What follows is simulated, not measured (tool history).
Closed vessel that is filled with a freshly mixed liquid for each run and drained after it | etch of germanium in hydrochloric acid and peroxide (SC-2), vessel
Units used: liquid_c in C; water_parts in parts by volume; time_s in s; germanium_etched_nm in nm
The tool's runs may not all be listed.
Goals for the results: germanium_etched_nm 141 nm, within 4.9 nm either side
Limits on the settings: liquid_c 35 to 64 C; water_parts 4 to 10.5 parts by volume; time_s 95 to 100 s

Run 1, hour 0: liquid_c 48 C, water_parts 5.5 parts by volume, time_s 95 s. Result: germanium_etched_nm 178.64 nm.
Run 2, hour 7.9: liquid_c 46.5 C, water_parts 5.5 parts by volume, time_s 95 s. Result: germanium_etched_nm 170.07 nm.
Run 3, hour 15.7: liquid_c 46.5 C, water_parts 5.5 parts by volume, time_s 100 s. Result: germanium_etched_nm 179.95 nm.
Run 4, hour 21.6: liquid_c 46.5 C, water_parts 4 parts by volume, time_s 100 s. Result: germanium_etched_nm 181.21 nm.
Run 5, hour 22.6: liquid_c 45 C, water_parts 4 parts by volume, time_s 100 s. Result: germanium_etched_nm 167.68 nm.
Run 6, hour 24.8: liquid_c 44 C, water_parts 4 parts by volume, time_s 100 s. Result: germanium_etched_nm 161.29 nm.
Run 7, hour 30.9: liquid_c 44 C, water_parts 4 parts by volume, time_s 100 s. Result: germanium_etched_nm 166.63 nm.
Run 8, hour 32.5: liquid_c 43 C, water_parts 4 parts by volume, time_s 100 s. Result: germanium_etched_nm 158.63 nm.
Run 9, hour 35.8: liquid_c 43 C, water_parts 4 parts by volume, time_s 100 s. Result: germanium_etched_nm 158.48 nm.
Run 10, hour 42.9: liquid_c 42.5 C, water_parts 4 parts by volume, time_s 100 s. Result: germanium_etched_nm 156.51 nm.

Next run, 5 choices. One meets every target within its allowed miss, the rest don't. Which?
Run A, hour 50: liquid_c 41 C, water_parts 4.5 parts by volume, time_s 95 s. Result: germanium_etched_nm ?.
Run B, hour 50: liquid_c 41 C, water_parts 5.5 parts by volume, time_s 100 s. Result: germanium_etched_nm ?.
Run C, hour 50: liquid_c 43 C, water_parts 4 parts by volume, time_s 95 s. Result: germanium_etched_nm ?.
Run D, hour 50: liquid_c 44 C, water_parts 5 parts by volume, time_s 95 s. Result: germanium_etched_nm ?.
Run E, hour 50: liquid_c 42 C, water_parts 4 parts by volume, time_s 100 s. Result: germanium_etched_nm ?.

move  germanium_etched_nm
   A               140.14
   B               147.02
   C               150.14
   D                154.9
   E               152.76
A: in spec on every target
B: moves toward the targets from the last run without getting all of them in spec
C: moves toward the targets from the last run without getting all of them in spec
D: moves toward the targets from the last run without getting all of them in spec
E: moves toward the targets from the last run without getting all of them in spec
A meets every target.

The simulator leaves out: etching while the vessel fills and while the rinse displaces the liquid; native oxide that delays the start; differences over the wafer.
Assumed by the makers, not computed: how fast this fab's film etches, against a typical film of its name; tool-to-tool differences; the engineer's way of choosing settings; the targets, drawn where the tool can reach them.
